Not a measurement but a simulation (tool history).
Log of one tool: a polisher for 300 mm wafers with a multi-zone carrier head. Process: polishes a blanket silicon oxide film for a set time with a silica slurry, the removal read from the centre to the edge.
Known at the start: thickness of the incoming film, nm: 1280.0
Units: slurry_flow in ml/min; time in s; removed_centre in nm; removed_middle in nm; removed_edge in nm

{"run": 1, "hour": 0.0, "slurry_flow": 270, "centre_zone": 1.0, "middle_zone": 1.0, "edge_zone": 1.0, "slurry_solids": 1.0, "time": 71, "removed_centre": 320.34, "removed_middle": 310.11, "removed_edge": 322.4}
{"run": 2, "hour": 1.4, "slurry_flow": 265, "centre_zone": 0.99, "middle_zone": 0.97, "edge_zone": 0.99, "slurry_solids": 0.9, "time": 67, "removed_centre": 283.43, "removed_middle": 274.36, "removed_edge": 285.03}
{"run": 3, "hour": 5.6, "slurry_flow": 320, "centre_zone": 0.99, "middle_zone": 0.97, "edge_zone": 0.99, "slurry_solids": 0.9, "time": 67, "removed_centre": 291.72, "removed_middle": 281.08, "removed_edge": 292.55}
{"run": 4, "hour": 9.5, "slurry_flow": 370, "centre_zone": 0.99, "middle_zone": 0.97, "edge_zone": 0.99, "slurry_solids": 0.9, "time": 67, "removed_centre": 288.29, "removed_middle": 286.09, "removed_edge": 291.16}
{"run": 5, "hour": 11.4, "slurry_flow": 370, "centre_zone": 0.99, "middle_zone": 0.93, "edge_zone": 0.99, "slurry_solids": 0.9, "time": 67, "removed_centre": 295.35, "removed_middle": 269.28, "removed_edge": 293.23}
{"run": 6, "hour": 15.3, "slurry_flow": 370, "centre_zone": 1.02, "middle_zone": 0.93, "edge_zone": 0.99, "slurry_solids": 0.9, "time": 67, "removed_centre": 302.51, "removed_middle": 274.39, "removed_edge": 293.31}
{"run": 7, "hour": 21.6, "slurry_flow": 365, "centre_zone": 0.99, "middle_zone": 0.91, "edge_zone": 0.98, "slurry_solids": 0.8, "time": 64, "removed_centre": 269.13, "removed_middle": 248.0, "removed_edge": 269.86}
{"run": 8, "hour": 24.3, "slurry_flow": 360, "centre_zone": 0.98, "middle_zone": 0.89, "edge_zone": 0.98, "slurry_solids": 0.75, "time": 61, "removed_centre": 245.16, "removed_middle": 224.27, "removed_edge": 245.63}
{"run": 9, "hour": 28.6, "slurry_flow": 350, "centre_zone": 0.97, "middle_zone": 0.87, "edge_zone": 0.99, "slurry_solids": 0.7, "time": 60, "removed_centre": 232.02, "removed_middle": 206.72, "removed_edge": 233.94}

Run 10 comes next. What will it give?
{"run": 10, "hour": 34.0, "slurry_flow": 275, "centre_zone": 0.87, "middle_zone": 0.81, "edge_zone": 0.91, "slurry_solids": 0.5, "time": 59, "removed_centre": "?", "removed_middle": "?", "removed_edge": "?"}

{"run 10": {"removed_centre": 177.19, "removed_middle": 165.37, "removed_edge": 191.29}}
